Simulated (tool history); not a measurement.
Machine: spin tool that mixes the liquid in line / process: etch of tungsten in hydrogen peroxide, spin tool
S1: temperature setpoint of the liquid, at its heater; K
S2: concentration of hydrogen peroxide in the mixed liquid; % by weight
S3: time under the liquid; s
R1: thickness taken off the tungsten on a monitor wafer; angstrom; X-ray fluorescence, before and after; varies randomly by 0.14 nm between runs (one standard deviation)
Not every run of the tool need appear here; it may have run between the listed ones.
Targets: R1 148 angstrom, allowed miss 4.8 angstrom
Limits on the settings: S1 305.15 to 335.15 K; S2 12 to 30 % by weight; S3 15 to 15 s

run    day      S1    S2  S3      R1
  1      0  319.15  20.5  15   214.1
  2  0.079  317.65  20.5  15  195.06
  3  0.229  317.65    18  15  182.07
  4  0.321  317.65    18  15  182.49
  5  0.625  317.65    18  15  179.49
  6  0.958  317.65    18  15  182.87
  7  1.254  316.65    18  15  170.76
  8  1.396  316.15    18  15  166.14

4 candidate next runs follow, results not yet known. Just one meets every target within its allowed miss. Identify it.
  A  1.538  317.15  18.5  15   ?
  B  1.538  317.15    16  15   ?
  C  1.538  313.15  21.5  15   ?
  D  1.538  315.65  22.5  15   ?

move      R1
   A  181.04
   B  168.37
   C  150.93
   D  181.45
A: its largest miss is bigger than the last run's
B: its largest miss is bigger than the last run's
C: in spec on every target
D: its largest miss is bigger than the last run's
C is the move that brings every result within its allowed miss.

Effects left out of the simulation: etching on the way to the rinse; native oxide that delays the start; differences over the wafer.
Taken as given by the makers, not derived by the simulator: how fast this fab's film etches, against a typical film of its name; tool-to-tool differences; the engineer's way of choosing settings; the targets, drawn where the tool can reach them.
